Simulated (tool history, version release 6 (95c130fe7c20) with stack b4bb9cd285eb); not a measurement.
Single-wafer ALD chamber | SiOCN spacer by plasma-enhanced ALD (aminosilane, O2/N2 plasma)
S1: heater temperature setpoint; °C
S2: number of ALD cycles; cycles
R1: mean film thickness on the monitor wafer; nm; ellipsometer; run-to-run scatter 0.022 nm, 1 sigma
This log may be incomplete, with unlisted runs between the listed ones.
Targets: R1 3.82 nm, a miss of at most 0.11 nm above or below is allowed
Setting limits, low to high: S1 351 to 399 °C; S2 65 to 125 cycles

Run 1, hour 0: S1 375 °C, S2 95 cycles. Result: R1 5.0993 nm.
Run 2, hour 2.3: S1 375 °C, S2 92 cycles. Result: R1 4.9556 nm.
Run 3, hour 6.3: S1 375 °C, S2 103 cycles. Result: R1 5.5051 nm.
Run 4, hour 6.8: S1 366 °C, S2 103 cycles. Result: R1 5.5322 nm.
Run 5, hour 14.5: S1 366 °C, S2 108 cycles. Result: R1 5.7937 nm.
Run 6, hour 15.1: S1 366 °C, S2 103 cycles. Result: R1 5.5416 nm.
Run 7, hour 20.2: S1 366 °C, S2 98 cycles. Result: R1 5.2261 nm.
Run 8, hour 23.3: S1 366 °C, S2 94 cycles. Result: R1 5.0743 nm.
Run 9, hour 25.8: S1 367 °C, S2 90 cycles. Result: R1 4.8482 nm.
Run 10, hour 29.9: S1 367 °C, S2 87 cycles. Result: R1 4.6973 nm.

Pick the move, out of 4, that brings all results within their allowed miss; only one does.
Run A, hour 34: S1 376 °C, S2 118 cycles. Result: R1 ?.
Run B, hour 34: S1 369 °C, S2 65 cycles. Result: R1 ?.
Run C, hour 34: S1 375 °C, S2 71 cycles. Result: R1 ?.
Run D, hour 34: S1 377 °C, S2 97 cycles. Result: R1 ?.

move      R1
   A  6.3498
   B  3.4978
   C  3.8207
   D  5.2198
A: further off than the last run
B: takes the biggest miss from the last run beyond its target
C: hits every target within its allowed miss
D: further off than the last run
So the answer is move C, the one that meets all the targets.
